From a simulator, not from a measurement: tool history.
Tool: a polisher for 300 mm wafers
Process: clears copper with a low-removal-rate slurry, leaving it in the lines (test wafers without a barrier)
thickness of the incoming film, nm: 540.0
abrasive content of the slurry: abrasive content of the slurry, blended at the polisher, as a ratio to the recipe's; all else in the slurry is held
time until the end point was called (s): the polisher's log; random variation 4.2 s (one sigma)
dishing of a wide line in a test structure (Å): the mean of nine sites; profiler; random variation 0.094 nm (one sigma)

run,hour,flow of slurry (ml/min),pressure of the wafer on the pad (psi),speed of the pad under the wafer (cm/s),abrasive content of the slurry,overpolish time after the end point (s),time until the end point was called (s),dishing of a wide line in a test structure (Å)
1,0,150,3.2,108,1,8,160.7,179.33
2,4,170,3.2,108,1,8,158.04,189.18
3,5.1,170,3.2,128,1,8,136.99,214.52
4,10.2,170,3.2,128,1.1,8,133.85,215.42
5,16.1,170,3.2,152,1.1,8,113.44,243.41
6,24.1,170,3.6,152,1.1,8,103.82,273.69
7,28.6,175,3,136,1.1,7,128.8,187.45
# hour 34.7: slurry blender recalibrated
8,34.7,165,2.5,128,1.1,7,152.52,164.45
9,40.2,170,2.3,114,1.1,6,181.07,119.26

Forecast run 10:
10,46.6,175,2,112,1.1,6,?,?

Run 10 gave time until the end point was called (s) 207.02, dishing of a wide line in a test structure (Å) 107.25.

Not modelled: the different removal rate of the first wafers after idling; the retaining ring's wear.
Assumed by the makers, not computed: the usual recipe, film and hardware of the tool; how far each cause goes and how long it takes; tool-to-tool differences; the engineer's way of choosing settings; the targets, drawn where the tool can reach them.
